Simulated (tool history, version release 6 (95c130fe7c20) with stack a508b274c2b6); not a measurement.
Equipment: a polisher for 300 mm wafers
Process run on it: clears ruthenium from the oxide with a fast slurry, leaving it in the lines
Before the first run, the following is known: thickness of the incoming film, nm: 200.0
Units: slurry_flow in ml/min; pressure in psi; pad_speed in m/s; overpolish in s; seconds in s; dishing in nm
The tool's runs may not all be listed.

run	hour	slurry_flow	pressure	pad_speed	slurry_solids	overpolish	seconds	dishing
1	0	155	2.6	0.76	1	16	80.182	28.558
2	8.6	155	2	0.76	1	16	105.8	22.691
3	10.5	155	1.9	0.74	1	13	114.75	17.557
4	13.9	155	2.5	0.74	1	13	83.354	23.208
5	18.7	155	2.2	0.74	1	11	100.08	17.353
6	21.2	155	2.2	0.74	1.1	11	92.541	18.023
7	24.9	155	2	0.74	1.15	10	102.48	15.389
8	28.7	155	1.9	0.74	1.2	9	105.05	13.348

Forecast run 9:
9	36	155	1.8	0.74	1.2	9	?	?

seconds: 113.43 s
dishing: 13.262 nm
